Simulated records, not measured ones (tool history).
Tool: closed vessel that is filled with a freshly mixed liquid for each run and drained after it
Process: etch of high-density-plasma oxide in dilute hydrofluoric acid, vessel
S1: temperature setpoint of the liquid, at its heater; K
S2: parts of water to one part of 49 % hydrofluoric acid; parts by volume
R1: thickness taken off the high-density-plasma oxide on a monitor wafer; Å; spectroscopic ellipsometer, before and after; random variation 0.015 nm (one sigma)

{"run": 1, "hour": 0.0, "S1": 295.15, "S2": 105, "time in the liquid (s)": 145, "R1": 68.939}
{"run": 2, "hour": 4.5, "S1": 295.15, "S2": 105, "time in the liquid (s)": 95, "R1": 45.222}
{"run": 3, "hour": 12.7, "S1": 295.15, "S2": 130, "time in the liquid (s)": 95, "R1": 35.611}
{"run": 4, "hour": 17.3, "S1": 291.65, "S2": 130, "time in the liquid (s)": 95, "R1": 30.866}
{"run": 5, "hour": 26.3, "S1": 291.65, "S2": 95, "time in the liquid (s)": 95, "R1": 43.585}
{"run": 6, "hour": 27.4, "S1": 291.65, "S2": 110, "time in the liquid (s)": 95, "R1": 37.206}
{"run": 7, "hour": 33.3, "S1": 292.15, "S2": 110, "time in the liquid (s)": 95, "R1": 38.183}
{"run": 8, "hour": 35.0, "S1": 292.65, "S2": 110, "time in the liquid (s)": 95, "R1": 38.728}
{"run": 9, "hour": 41.1, "S1": 293.15, "S2": 110, "time in the liquid (s)": 95, "R1": 39.512}
{"run": 10, "hour": 46.2, "S1": 293.65, "S2": 110, "time in the liquid (s)": 95, "R1": 40.398}

Run 11 comes next. What will it give?
{"run": 11, "hour": 47.8, "S1": 294.15, "S2": 110, "time in the liquid (s)": 95, "R1": "?"}

R1: 41.123 Å
